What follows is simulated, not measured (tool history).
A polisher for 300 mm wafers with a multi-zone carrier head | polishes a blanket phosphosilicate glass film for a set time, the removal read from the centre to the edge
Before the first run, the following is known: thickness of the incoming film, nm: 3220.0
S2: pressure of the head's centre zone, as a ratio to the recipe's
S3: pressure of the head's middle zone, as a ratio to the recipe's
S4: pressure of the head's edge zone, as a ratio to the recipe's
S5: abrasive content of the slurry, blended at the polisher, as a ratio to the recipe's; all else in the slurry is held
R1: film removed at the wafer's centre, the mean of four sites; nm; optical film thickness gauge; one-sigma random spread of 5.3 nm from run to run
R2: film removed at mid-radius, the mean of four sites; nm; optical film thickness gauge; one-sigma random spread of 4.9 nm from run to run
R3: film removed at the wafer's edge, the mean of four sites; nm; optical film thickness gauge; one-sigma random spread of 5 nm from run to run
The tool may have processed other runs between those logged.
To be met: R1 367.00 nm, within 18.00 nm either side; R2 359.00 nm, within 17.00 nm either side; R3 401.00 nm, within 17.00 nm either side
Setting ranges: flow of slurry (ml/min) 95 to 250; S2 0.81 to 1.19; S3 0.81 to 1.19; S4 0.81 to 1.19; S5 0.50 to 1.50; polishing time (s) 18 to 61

{"run": 1, "hour": 0.0, "flow of slurry (ml/min)": 160, "S2": 1.0, "S3": 1.0, "S4": 1.0, "S5": 1.0, "polishing time (s)": 39, "R1": 445.08, "R2": 464.34, "R3": 462.79}
{"run": 2, "hour": 7.5, "flow of slurry (ml/min)": 155, "S2": 0.99, "S3": 0.97, "S4": 0.99, "S5": 0.95, "polishing time (s)": 39, "R1": 427.36, "R2": 437.05, "R3": 449.0}
{"run": 3, "hour": 15.9, "flow of slurry (ml/min)": 150, "S2": 0.98, "S3": 0.95, "S4": 0.98, "S5": 0.9, "polishing time (s)": 39, "R1": 415.76, "R2": 425.03, "R3": 433.0}
{"run": 4, "hour": 19.1, "flow of slurry (ml/min)": 145, "S2": 0.97, "S3": 0.93, "S4": 0.98, "S5": 0.9, "polishing time (s)": 39, "R1": 417.32, "R2": 414.27, "R3": 438.65}
{"run": 5, "hour": 24.5, "flow of slurry (ml/min)": 145, "S2": 0.97, "S3": 1.0, "S4": 0.98, "S5": 0.9, "polishing time (s)": 39, "R1": 418.58, "R2": 442.44, "R3": 433.77}
{"run": 6, "hour": 28.7, "flow of slurry (ml/min)": 145, "S2": 0.96, "S3": 0.98, "S4": 0.98, "S5": 0.85, "polishing time (s)": 39, "R1": 406.81, "R2": 427.3, "R3": 426.25}
{"run": 7, "hour": 30.7, "flow of slurry (ml/min)": 145, "S2": 0.96, "S3": 0.98, "S4": 0.98, "S5": 0.85, "polishing time (s)": 39, "R1": 400.23, "R2": 419.43, "R3": 430.66}
{"run": 8, "hour": 37.0, "flow of slurry (ml/min)": 145, "S2": 0.96, "S3": 0.96, "S4": 0.98, "S5": 0.8, "polishing time (s)": 39, "R1": 386.42, "R2": 401.42, "R3": 419.28}
{"run": 9, "hour": 45.7, "flow of slurry (ml/min)": 145, "S2": 0.96, "S3": 0.95, "S4": 0.98, "S5": 0.8, "polishing time (s)": 39, "R1": 380.13, "R2": 400.26, "R3": 407.09}
{"run": 10, "hour": 47.4, "flow of slurry (ml/min)": 140, "S2": 0.96, "S3": 0.93, "S4": 0.99, "S5": 0.8, "polishing time (s)": 39, "R1": 378.96, "R2": 385.32, "R3": 421.98}

4 candidate next runs follow, results not yet known. Just one meets every target within its allowed miss. Identify it.
{"run": "A", "hour": 49.1, "flow of slurry (ml/min)": 190, "S2": 0.92, "S3": 1.0, "S4": 0.89, "S5": 0.95, "polishing time (s)": 35, "R1": "?", "R2": "?", "R3": "?"}
{"run": "B", "hour": 49.1, "flow of slurry (ml/min)": 175, "S2": 1.04, "S3": 1.05, "S4": 0.81, "S5": 0.95, "polishing time (s)": 36, "R1": "?", "R2": "?", "R3": "?"}
{"run": "C", "hour": 49.1, "flow of slurry (ml/min)": 115, "S2": 0.99, "S3": 0.93, "S4": 1.0, "S5": 0.8, "polishing time (s)": 38, "R1": "?", "R2": "?", "R3": "?"}
{"run": "D", "hour": 49.1, "flow of slurry (ml/min)": 145, "S2": 0.93, "S3": 0.93, "S4": 1.02, "S5": 0.8, "polishing time (s)": 42, "R1": "?", "R2": "?", "R3": "?"}

move=A R1=379.73 R2=426.31 R3=396.59
move=B R1=435.94 R2=451.07 R3=387.28
move=C R1=372.94 R2=370.26 R3=397.57
move=D R1=408.57 R2=429.38 R3=458.86
A: its largest miss is bigger than the last run's
B: its largest miss is bigger than the last run's
C: in spec on every target
D: its largest miss is bigger than the last run's
Move C is the one to make.
